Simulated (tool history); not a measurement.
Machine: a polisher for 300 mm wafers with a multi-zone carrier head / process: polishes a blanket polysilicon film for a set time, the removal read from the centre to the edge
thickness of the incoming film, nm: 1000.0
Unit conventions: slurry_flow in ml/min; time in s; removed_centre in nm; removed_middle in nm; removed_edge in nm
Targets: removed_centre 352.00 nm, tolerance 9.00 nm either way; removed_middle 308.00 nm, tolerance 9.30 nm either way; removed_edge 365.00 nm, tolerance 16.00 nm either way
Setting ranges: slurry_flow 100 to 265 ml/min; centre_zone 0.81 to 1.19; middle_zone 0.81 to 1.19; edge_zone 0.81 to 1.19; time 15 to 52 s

run,hour,slurry_flow,centre_zone,middle_zone,edge_zone,time,removed_centre,removed_middle,removed_edge
1,0.0,170,1.00,1.00,1.00,33,301.63,292.82,295.70
2,0.6,180,1.00,0.99,1.03,33,304.86,297.67,309.28
3,3.9,190,1.01,0.98,1.05,33,312.13,294.03,308.86
4,12.0,190,1.01,0.93,1.05,33,311.81,289.52,306.31
5,13.0,190,1.01,0.92,1.07,33,314.10,287.81,318.28
6,17.3,195,1.02,0.92,1.09,33,312.01,284.33,314.86
7,19.2,195,1.02,0.86,1.15,38,363.35,314.43,366.47
# hour 27.6: slurry nozzle cleaned
8,27.6,190,1.02,0.86,1.15,38,370.85,320.54,378.81
9,33.9,190,1.01,0.85,1.14,38,372.40,314.54,386.23
10,35.8,190,1.01,0.86,1.14,38,367.70,323.81,375.85

Exactly one of the 5 candidate moves below puts every result within its allowed miss. Which one?
A,37.7,145,1.03,0.88,1.19,37,?,?,?
B,37.7,250,1.03,0.92,1.12,37,?,?,?
C,37.7,205,1.12,0.97,1.03,37,?,?,?
D,37.7,175,1.04,0.81,1.10,39,?,?,?
E,37.7,180,1.10,0.86,1.11,37,?,?,?

move,removed_centre,removed_middle,removed_edge
A,346.50,307.28,366.01
B,375.29,340.70,373.43
C,395.86,346.13,351.85
D,379.94,313.76,378.18
E,381.69,311.73,361.23
A: all results in spec
B: its largest miss is bigger than the last run's
C: its largest miss is bigger than the last run's
D: its largest miss is bigger than the last run's
E: its largest miss is bigger than the last run's
Go with A: it meets all targets.
